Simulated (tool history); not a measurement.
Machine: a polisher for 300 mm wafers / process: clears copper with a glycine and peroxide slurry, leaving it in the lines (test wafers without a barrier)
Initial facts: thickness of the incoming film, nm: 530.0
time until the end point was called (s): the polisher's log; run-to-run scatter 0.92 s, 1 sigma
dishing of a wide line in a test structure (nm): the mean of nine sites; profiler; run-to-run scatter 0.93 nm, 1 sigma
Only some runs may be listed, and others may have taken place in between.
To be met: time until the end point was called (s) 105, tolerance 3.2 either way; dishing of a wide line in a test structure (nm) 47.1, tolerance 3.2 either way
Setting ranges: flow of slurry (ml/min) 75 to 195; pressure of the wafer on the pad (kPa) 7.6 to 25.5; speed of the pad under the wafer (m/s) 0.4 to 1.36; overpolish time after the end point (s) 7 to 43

run,hour,flow of slurry (ml/min),pressure of the wafer on the pad (kPa),speed of the pad under the wafer (m/s),overpolish time after the end point (s),time until the end point was called (s),dishing of a wide line in a test structure (nm)
1,0,125,16.5,0.88,22,117.09,65.931
2,5.2,130,16.5,0.88,20,116.97,58.321
3,11.8,130,16.5,1,20,105.75,62.443
4,15.3,130,16.5,0.86,20,120.02,56.62
5,22.4,130,16.5,0.86,13,117.98,39.022
6,30.1,135,16.5,0.86,13,119.46,42.149
7,38.5,140,16.5,0.86,13,116.98,39.912
8,47.1,140,16.5,0.86,13,117.38,40.546
9,49.9,150,17.9,0.86,14,109.81,44.412

Consider the 5 candidate settings below. Which is the only one whose results all fall within their allowed miss of target?
A,52.7,170,17.9,0.78,13,?,?
B,52.7,165,19.3,0.86,14,?,?
C,52.7,150,20,0.74,15,?,?
D,52.7,135,20,0.76,17,?,?
E,52.7,155,18.6,0.82,14,?,?

move,time until the end point was called (s),dishing of a wide line in a test structure (nm)
A,118.72,40.497
B,105.77,47.891
C,118.34,46.283
D,118.05,51.75
E,113.34,45.075
A: moves away from the targets compared with the last run
B: all results land within tolerance of their targets
C: moves away from the targets compared with the last run
D: moves away from the targets compared with the last run
E: moves away from the targets compared with the last run
B meets every target.
